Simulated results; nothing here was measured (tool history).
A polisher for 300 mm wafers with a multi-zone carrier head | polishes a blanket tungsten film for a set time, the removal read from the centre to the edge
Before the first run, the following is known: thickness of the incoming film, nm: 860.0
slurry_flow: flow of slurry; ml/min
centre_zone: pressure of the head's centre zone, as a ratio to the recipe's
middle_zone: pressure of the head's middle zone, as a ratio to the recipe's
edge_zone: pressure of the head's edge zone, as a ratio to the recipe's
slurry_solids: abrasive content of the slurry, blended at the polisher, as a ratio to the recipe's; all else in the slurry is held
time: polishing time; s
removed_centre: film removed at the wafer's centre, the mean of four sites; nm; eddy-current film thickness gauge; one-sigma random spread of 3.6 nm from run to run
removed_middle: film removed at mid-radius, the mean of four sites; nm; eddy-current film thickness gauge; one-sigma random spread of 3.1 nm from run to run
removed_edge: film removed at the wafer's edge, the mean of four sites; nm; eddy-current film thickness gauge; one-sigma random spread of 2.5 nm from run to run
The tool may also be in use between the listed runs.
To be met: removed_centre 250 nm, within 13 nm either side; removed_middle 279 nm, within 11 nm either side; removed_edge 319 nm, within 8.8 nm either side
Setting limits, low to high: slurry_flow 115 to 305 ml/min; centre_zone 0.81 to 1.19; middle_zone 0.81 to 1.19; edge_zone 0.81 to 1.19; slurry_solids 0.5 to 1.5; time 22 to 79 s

run    day  slurry_flow  centre_zone  middle_zone  edge_zone  slurry_solids  time  removed_centre  removed_middle  removed_edge
  1      0          195            1            1          1              1    50          275.72          285.22        277.68
  2  0.258          145            1            1          1              1    50          263.68          273.36        266.07
  3  0.462          155         0.98         0.99       1.03              1    50          260.17          271.76        269.87
  4  0.658          155         0.98         0.99       0.95              1    50          258.87          275.06        262.62
  5  1.017          155         0.98         0.99       0.95           1.15    50          265.89          286.02        274.02
  6  1.208          160         0.96         0.97       0.98            1.2    50          273.51          281.48        280.65
  7  1.421          155         0.93         0.97       1.02            1.2    50          265.62          280.87         286.2
  8   1.65          155         0.91         0.97       1.05            1.2    50          258.92           278.4        291.32
  9  1.967          160         0.89         0.97       1.07            1.2    50           253.1          284.23        294.77

4 next moves are on the table. One of them brings every result within its allowed miss. Which?
  A  2.283          190         0.89         1.05       0.99            1.2    49               ?               ?             ?
  B  2.283          160         0.82         0.89       1.14           1.05    55               ?               ?             ?
  C  2.283          165         0.84         0.96       1.09           1.15    53               ?               ?             ?
  D  2.283          170         0.99         1.08       0.97           1.25    47               ?               ?             ?

move  removed_centre  removed_middle  removed_edge
   A          254.93          307.04        281.49
   B          245.95          280.19        318.78
   C          250.46          296.64        309.26
   D          267.79          298.87        266.48
A: moves away from the targets compared with the last run
B: every result lands within tolerance
C: nearer the targets than the last run, but a result is still out of spec
D: moves away from the targets compared with the last run
Correct choice: B, which meets every target
